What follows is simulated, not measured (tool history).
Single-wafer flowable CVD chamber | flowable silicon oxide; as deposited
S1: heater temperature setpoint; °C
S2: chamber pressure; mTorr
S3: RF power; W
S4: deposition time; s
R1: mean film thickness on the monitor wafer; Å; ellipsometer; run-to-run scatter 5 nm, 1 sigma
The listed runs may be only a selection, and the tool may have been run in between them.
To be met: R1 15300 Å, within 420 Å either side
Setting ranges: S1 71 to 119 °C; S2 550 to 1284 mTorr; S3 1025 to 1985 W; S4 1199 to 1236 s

run 1 hour=0 | S1=95 S2=917 S3=1505 S4=1199 | R1=8651.9
run 2 hour=0.7 | S1=95 S2=917 S3=1505 S4=1199 | R1=8691.7
run 3 hour=7.9 | S1=95 S2=806 S3=1505 S4=1199 | R1=7652.8
run 4 hour=14 | S1=95 S2=806 S3=1505 S4=1199 | R1=7646.1
run 5 hour=21.2 | S1=95 S2=806 S3=1410 S4=1199 | R1=7518.1
run 6 hour=25.9 | S1=85 S2=806 S3=1410 S4=1199 | R1=10014
run 7 hour=28.1 | S1=82 S2=810 S3=1410 S4=1199 | R1=10930
run 8 hour=32.9 | S1=80 S2=814 S3=1410 S4=1199 | R1=11641
run 9 hour=39.3 | S1=78 S2=817 S3=1410 S4=1199 | R1=12337
run 10 hour=43.8 | S1=76 S2=820 S3=1410 S4=1199 | R1=12947
run 11 hour=46.8 | S1=75 S2=826 S3=1410 S4=1199 | R1=13325
run 12 hour=50.9 | S1=75 S2=826 S3=1410 S4=1199 | R1=13366
run 13 hour=53.9 | S1=74 S2=831 S3=1410 S4=1199 | R1=13796
run 14 hour=56.4 | S1=71 S2=838 S3=1410 S4=1199 | R1=14726

5 candidate next runs follow, results not yet known. Just one meets every target within its allowed miss. Identify it.
run A hour=58.9 | S1=78 S2=987 S3=1280 S4=1199 | R1=?
run B hour=58.9 | S1=72 S2=833 S3=1300 S4=1199 | R1=?
run C hour=58.9 | S1=72 S2=861 S3=1405 S4=1223 | R1=?
run D hour=58.9 | S1=75 S2=890 S3=1375 S4=1199 | R1=?
run E hour=58.9 | S1=77 S2=913 S3=1410 S4=1199 | R1=?

move=A R1=14264
move=B R1=13946
move=C R1=15094
move=D R1=14181
move=E R1=13981
A: lands further from the targets than the last run did
B: lands further from the targets than the last run did
C: meets every target
D: lands further from the targets than the last run did
E: lands further from the targets than the last run did
So the answer is move C, the one that meets all the targets.
